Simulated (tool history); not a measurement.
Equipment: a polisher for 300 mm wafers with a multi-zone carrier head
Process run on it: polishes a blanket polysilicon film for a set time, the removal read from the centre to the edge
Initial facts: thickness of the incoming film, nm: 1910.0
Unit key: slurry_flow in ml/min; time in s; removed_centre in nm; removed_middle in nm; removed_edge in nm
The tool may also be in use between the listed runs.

{"run": 1, "hour": 0.0, "slurry_flow": 135, "centre_zone": 1, "middle_zone": 1, "edge_zone": 1, "time": 89, "removed_centre": 631.76, "removed_middle": 644.43, "removed_edge": 633.78}
{"run": 2, "hour": 8.1, "slurry_flow": 115, "centre_zone": 1, "middle_zone": 1, "edge_zone": 1, "time": 89, "removed_centre": 620.02, "removed_middle": 630.88, "removed_edge": 627.85}
{"run": 3, "hour": 14.1, "slurry_flow": 110, "centre_zone": 0.96, "middle_zone": 0.97, "edge_zone": 1.02, "time": 89, "removed_centre": 585.87, "removed_middle": 610.74, "removed_edge": 623.21}
{"run": 4, "hour": 17.7, "slurry_flow": 100, "centre_zone": 0.94, "middle_zone": 0.95, "edge_zone": 1.06, "time": 89, "removed_centre": 559.11, "removed_middle": 587.8, "removed_edge": 626.06}
{"run": 5, "hour": 25.4, "slurry_flow": 100, "centre_zone": 0.94, "middle_zone": 0.95, "edge_zone": 1.06, "time": 79, "removed_centre": 494.77, "removed_middle": 516.98, "removed_edge": 559.41}
{"run": 6, "hour": 30.9, "slurry_flow": 100, "centre_zone": 0.99, "middle_zone": 0.95, "edge_zone": 1.06, "time": 79, "removed_centre": 518.45, "removed_middle": 515.92, "removed_edge": 558.02}
{"run": 7, "hour": 36.9, "slurry_flow": 110, "centre_zone": 0.97, "middle_zone": 0.95, "edge_zone": 1.1, "time": 80, "removed_centre": 526.98, "removed_middle": 537.68, "removed_edge": 590.53}

Run 8, settings as shown, results not yet in. Your forecast:
{"run": 8, "hour": 42.4, "slurry_flow": 110, "centre_zone": 0.97, "middle_zone": 0.95, "edge_zone": 1.1, "time": 80, "removed_centre": "?", "removed_middle": "?", "removed_edge": "?"}

Run 8 yielded removed_centre 527.59 nm, removed_middle 536.05 nm, removed_edge 588.64 nm.
